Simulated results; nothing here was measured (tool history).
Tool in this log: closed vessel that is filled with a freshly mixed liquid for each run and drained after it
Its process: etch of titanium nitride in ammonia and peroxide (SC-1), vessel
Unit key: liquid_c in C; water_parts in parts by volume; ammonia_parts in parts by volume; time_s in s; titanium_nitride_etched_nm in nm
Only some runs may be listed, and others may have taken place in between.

| run | day | liquid_c | water_parts | ammonia_parts | time_s | titanium_nitride_etched_nm |
|---|---|---|---|---|---|---|
| 1 | 0.000 | 52.0 | 7.0 | 0.60 | 115 | 6.0336 |
| 2 | 0.175 | 52.0 | 7.0 | 0.60 | 115 | 5.9492 |
| 3 | 0.312 | 45.0 | 7.0 | 0.60 | 115 | 3.6520 |
| 4 | 0.629 | 44.0 | 7.0 | 0.60 | 115 | 3.3922 |
| 5 | 0.742 | 43.0 | 7.0 | 0.60 | 115 | 3.1413 |
| 6 | 1.067 | 43.0 | 7.0 | 0.75 | 115 | 3.2659 |
| 7 | 1.258 | 42.0 | 7.0 | 0.75 | 115 | 3.0742 |
| 8 | 1.362 | 41.5 | 7.0 | 0.75 | 115 | 2.9543 |

Run 9 has not been measured yet. What should we expect?
| 9 | 1.517 | 41.0 | 7.0 | 0.75 | 115 | ? |

Logged for run 9: titanium_nitride_etched_nm 2.8091 nm.
